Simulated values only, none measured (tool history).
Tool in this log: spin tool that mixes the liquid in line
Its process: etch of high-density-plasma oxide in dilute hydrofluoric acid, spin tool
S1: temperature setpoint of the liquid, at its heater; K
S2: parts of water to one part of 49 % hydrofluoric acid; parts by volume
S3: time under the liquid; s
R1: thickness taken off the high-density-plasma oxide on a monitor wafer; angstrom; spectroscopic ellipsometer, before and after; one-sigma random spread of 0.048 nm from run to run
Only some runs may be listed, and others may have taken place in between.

run  hour      S1   S2   S3      R1
  1     0  299.15  150  275  166.26
  2   6.2  299.15  100  275  263.34
  3   7.9  298.15  110  275  226.02
  4   8.9  297.15  115  275  209.19
  5  12.2  296.15  120  275  191.12
  6  14.5  296.15  120  295  205.04
  7  18.9  295.65  125  295  193.16
  8  26.6  295.15  130  295  180.48
  9  32.6  294.65  135  295  169.48
 10  39.2  294.15  140  295  159.12
 11  43.8  293.65  145  295  148.64

Run 12 is up next; what results do you expect?
 12  50.3  293.15  150  295   ?

R1: 140.75 angstrom

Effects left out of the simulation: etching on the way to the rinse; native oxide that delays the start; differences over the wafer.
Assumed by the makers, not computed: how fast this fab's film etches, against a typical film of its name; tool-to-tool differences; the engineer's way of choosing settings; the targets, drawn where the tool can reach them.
